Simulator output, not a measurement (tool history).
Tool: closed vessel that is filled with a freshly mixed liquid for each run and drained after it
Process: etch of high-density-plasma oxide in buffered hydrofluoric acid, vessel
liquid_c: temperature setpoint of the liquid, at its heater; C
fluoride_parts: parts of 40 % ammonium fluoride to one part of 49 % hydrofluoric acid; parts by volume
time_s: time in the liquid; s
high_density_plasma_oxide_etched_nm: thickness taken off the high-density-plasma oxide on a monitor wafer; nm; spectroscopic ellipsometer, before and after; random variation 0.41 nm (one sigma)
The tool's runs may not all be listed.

| run | hour | liquid_c | fluoride_parts | time_s | high_density_plasma_oxide_etched_nm |
|---|---|---|---|---|---|
| 1 | 0.0 | 22.0 | 20 | 85 | 87.097 |
| 2 | 7.5 | 22.0 | 23 | 85 | 76.367 |
| 3 | 8.4 | 18.5 | 23 | 85 | 62.868 |
| 4 | 11.7 | 18.5 | 23 | 95 | 70.583 |
|  | 19.3 | hydrofluoric acid flow meter replaced |
| 5 | 19.3 | 19.5 | 23 | 95 | 69.598 |
| 6 | 24.6 | 19.5 | 23 | 85 | 61.903 |
| 7 | 27.5 | 20.5 | 23 | 85 | 65.681 |
| 8 | 35.9 | 21.5 | 23 | 85 | 69.567 |

The next listed run, before its measurement:
| 9 | 37.1 | 22.5 | 23 | 85 | ? |

{"run 9": {"high_density_plasma_oxide_etched_nm": 73.294}}
